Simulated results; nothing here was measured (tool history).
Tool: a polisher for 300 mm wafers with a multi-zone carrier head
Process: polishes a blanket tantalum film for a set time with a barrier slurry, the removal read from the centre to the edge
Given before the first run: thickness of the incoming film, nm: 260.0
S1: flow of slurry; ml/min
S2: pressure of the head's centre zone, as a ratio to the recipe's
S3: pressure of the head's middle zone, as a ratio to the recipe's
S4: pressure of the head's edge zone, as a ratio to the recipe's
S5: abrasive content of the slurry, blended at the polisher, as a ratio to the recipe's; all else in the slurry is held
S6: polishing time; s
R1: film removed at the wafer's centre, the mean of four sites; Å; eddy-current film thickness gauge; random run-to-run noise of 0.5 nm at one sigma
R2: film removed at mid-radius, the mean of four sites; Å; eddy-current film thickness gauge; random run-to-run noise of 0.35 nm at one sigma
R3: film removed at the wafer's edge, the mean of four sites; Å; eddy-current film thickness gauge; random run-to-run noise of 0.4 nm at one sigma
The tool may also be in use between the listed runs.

Run 1, hour 0: S1 180 ml/min, S2 1, S3 1, S4 1, S5 1, S6 34 s. Result: R1 314.26 Å, R2 318.29 Å, R3 320.78 Å.
Run 2, hour 0.5: S1 190 ml/min, S2 1.03, S3 1.03, S4 1.03, S5 1.1, S6 34 s. Result: R1 333.45 Å, R2 335.5 Å, R3 325.19 Å.
Run 3, hour 9.2: S1 195 ml/min, S2 1.03, S3 1.03, S4 1.04, S5 1.2, S6 35 s. Result: R1 349.93 Å, R2 348.6 Å, R3 343.56 Å.
Run 4, hour 13.1: S1 235 ml/min, S2 1.03, S3 1.03, S4 1.04, S5 1.2, S6 35 s. Result: R1 353.7 Å, R2 357.55 Å, R3 349.32 Å.
Run 5, hour 18.8: S1 235 ml/min, S2 0.97, S3 1.03, S4 1.04, S5 1.2, S6 35 s. Result: R1 341.79 Å, R2 358.07 Å, R3 352.1 Å.
Run 6, hour 23.1: S1 205 ml/min, S2 0.97, S3 1.03, S4 1.04, S5 1.2, S6 35 s. Result: R1 335.9 Å, R2 354.56 Å, R3 344.09 Å.
Run 7, hour 26.2: S1 210 ml/min, S2 0.99, S3 1.04, S4 1.06, S5 1.3, S6 36 s. Result: R1 354.25 Å, R2 373.31 Å, R3 365.56 Å.
Run 8, hour 33.1: S1 215 ml/min, S2 1.02, S3 1.05, S4 1.07, S5 1.35, S6 37 s. Result: R1 373.07 Å, R2 393.2 Å, R3 383.73 Å.
Run 9, hour 40.2: S1 220 ml/min, S2 1.05, S3 1.05, S4 1.07, S5 1.4, S6 37 s. Result: R1 390.96 Å, R2 385.29 Å, R3 382.64 Å.

The next listed run, before its measurement:
Run 10, hour 46.1: S1 225 ml/min, S2 1.06, S3 1.06, S4 1.08, S5 1.45, S6 37 s. Result: R1 ?, R2 ?, R3 ?.

R1: 396.47 Å
R2: 397.74 Å
R3: 391.46 Å
